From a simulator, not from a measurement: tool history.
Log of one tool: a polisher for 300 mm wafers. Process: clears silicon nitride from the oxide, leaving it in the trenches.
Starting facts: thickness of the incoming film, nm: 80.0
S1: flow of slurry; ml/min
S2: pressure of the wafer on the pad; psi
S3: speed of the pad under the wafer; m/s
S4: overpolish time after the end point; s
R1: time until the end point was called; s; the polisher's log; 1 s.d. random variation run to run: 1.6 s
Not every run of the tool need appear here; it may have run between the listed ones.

Run 1, day 0: S1 125 ml/min, S2 2.8 psi, S3 1.04 m/s, S4 6 s. Result: R1 101.59 s.
Run 2, day 0.254: S1 125 ml/min, S2 2.4 psi, S3 1.04 m/s, S4 6 s. Result: R1 112.64 s.
Run 3, day 0.454: S1 110 ml/min, S2 2.4 psi, S3 1.04 m/s, S4 6 s. Result: R1 115.69 s.
Run 4, day 0.771: S1 110 ml/min, S2 2.7 psi, S3 1.04 m/s, S4 6 s. Result: R1 106.31 s.
Run 5, day 0.804: S1 135 ml/min, S2 2.7 psi, S3 1.04 m/s, S4 6 s. Result: R1 104.63 s.
Run 6, day 1.104: S1 135 ml/min, S2 2.5 psi, S3 1.04 m/s, S4 6 s. Result: R1 109.42 s.
Run 7, day 1.304: S1 135 ml/min, S2 2.3 psi, S3 1.04 m/s, S4 6 s. Result: R1 113.11 s.
Run 8, day 1.55: S1 130 ml/min, S2 2.2 psi, S3 1.04 m/s, S4 6 s. Result: R1 118.1 s.

Run 9, settings as shown, results not yet in. Your forecast:
Run 9, day 1.858: S1 130 ml/min, S2 2.1 psi, S3 1.04 m/s, S4 6 s. Result: R1 ?.

For run 9 the tool returned R1 121.19 s.
